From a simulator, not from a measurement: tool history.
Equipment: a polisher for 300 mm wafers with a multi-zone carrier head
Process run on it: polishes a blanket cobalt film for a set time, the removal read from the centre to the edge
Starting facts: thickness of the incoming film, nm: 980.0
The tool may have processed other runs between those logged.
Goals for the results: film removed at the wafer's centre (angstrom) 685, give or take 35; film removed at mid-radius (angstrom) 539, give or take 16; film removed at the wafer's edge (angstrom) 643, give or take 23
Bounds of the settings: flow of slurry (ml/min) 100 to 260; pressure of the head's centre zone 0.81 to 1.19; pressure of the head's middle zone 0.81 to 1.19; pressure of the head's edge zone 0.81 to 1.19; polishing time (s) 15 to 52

run  hour  flow of slurry (ml/min)  pressure of the head's centre zone  pressure of the head's middle zone  pressure of the head's edge zone  polishing time (s)  film removed at the wafer's centre (angstrom)  film removed at mid-radius (angstrom)  film removed at the wafer's edge (angstrom)
  1     0                      165                                   1                                   1                                 1                  33                                         1133.4                                 1140.2                                       1169.7
  2   2.5                      165                                   1                                0.96                                 1                  33                                         1107.5                                 1087.6                                       1142.5
  3   8.5                      165                                1.04                                0.96                                 1                  33                                         1159.3                                 1093.3                                       1144.9
  4  11.7                      160                                1.05                                0.94                                 1                  31                                           1085                                   1015                                         1065
  5  13.9                      160                                1.05                                0.94                                 1                  24                                         843.61                                 771.46                                        846.1
  6  22.2                      160                                1.05                                0.94                                 1                  29                                         1038.2                                 938.38                                       1008.3
  7  24.3                      155                                1.05                                0.93                              0.99                  28                                         974.79                                 892.95                                       978.67
  8  25.6                      155                                1.06                                0.92                              0.99                  27                                         937.39                                 864.63                                       923.49
  9  34.2                      160                                1.07                                0.91                                 1                  26                                         903.14                                 820.65                                       905.23
 10  40.4                      155                                1.08                                 0.9                                 1                  25                                         911.33                                 781.48                                       849.46

4 candidate next runs follow, results not yet known. Just one meets every target within its allowed miss. Identify it.
  A  46.6                      150                                1.14                                0.81                              1.07                  18                                              ?                                      ?                                            ?
  B  46.6                      175                                   1                                0.87                              1.01                  32                                              ?                                      ?                                            ?
  C  46.6                      180                                1.12                                0.84                              0.99                  18                                              ?                                      ?                                            ?
  D  46.6                      125                                0.99                                0.83                              1.04                  20                                              ?                                      ?                                            ?

move  film removed at the wafer's centre (angstrom)  film removed at mid-radius (angstrom)  film removed at the wafer's edge (angstrom)
   A                                         671.96                                 508.04                                       648.32
   B                                         1075.6                                 981.38                                       1138.8
   C                                         681.16                                 538.17                                       636.56
   D                                         625.18                                 558.54                                       694.35
A: moves the result that the last run missed by most past its target, out the other side
B: moves away from the targets compared with the last run
C: each result inside its tolerance
D: better than the last run, though not everything is in spec
Answer: C

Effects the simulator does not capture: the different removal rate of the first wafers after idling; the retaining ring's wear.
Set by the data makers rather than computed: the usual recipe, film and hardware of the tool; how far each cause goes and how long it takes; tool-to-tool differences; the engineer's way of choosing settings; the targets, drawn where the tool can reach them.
